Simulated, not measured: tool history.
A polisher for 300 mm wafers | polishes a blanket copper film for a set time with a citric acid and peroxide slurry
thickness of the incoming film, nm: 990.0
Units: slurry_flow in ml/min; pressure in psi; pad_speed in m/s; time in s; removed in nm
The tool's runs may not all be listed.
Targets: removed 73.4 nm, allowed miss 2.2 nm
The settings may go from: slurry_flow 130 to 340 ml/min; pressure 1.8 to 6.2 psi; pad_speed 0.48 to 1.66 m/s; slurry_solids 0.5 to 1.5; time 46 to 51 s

run	day	slurry_flow	pressure	pad_speed	slurry_solids	time	removed
1	0	220	4	1.06	1	51	138.44
2	0.179	220	3.4	1.06	1	51	119.93
3	0.212	165	3.4	1.06	1	51	115.5
4	0.271	165	3.2	1.06	1	51	106.4
5	0.412	165	3	1.06	1	51	103.1
6	0.65	165	3	1.26	1	51	120.12
7	0.7	165	2.9	1.24	1	51	115.17
8	1	160	1.8	1.02	1	51	61.292
9	1.346	205	2.4	1.02	1	51	81.397
10	1.392	200	2.4	1.02	1	51	82.343
11	1.612	195	2.4	1.02	1	51	81.06
12	1.854	190	2.4	1.02	1	51	80.922

5 next moves are on the table. One of them brings every result within its allowed miss. Which?
A	2.096	155	2.8	0.98	0.95	47	?
B	2.096	205	2.2	1	1	51	?
C	2.096	165	1.9	1.06	1.1	51	?
D	2.096	165	2.2	1.14	1.2	46	?
E	2.096	190	1.8	1.28	0.85	46	?

move	removed
A	80.415
B	75.11
C	68.322
D	77.499
E	67.458
A: nearer than the last run, and not there yet
B: meets every target
C: takes the result that was furthest off past its target
D: nearer than the last run, and not there yet
E: takes the result that was furthest off past its target
The right move is B.
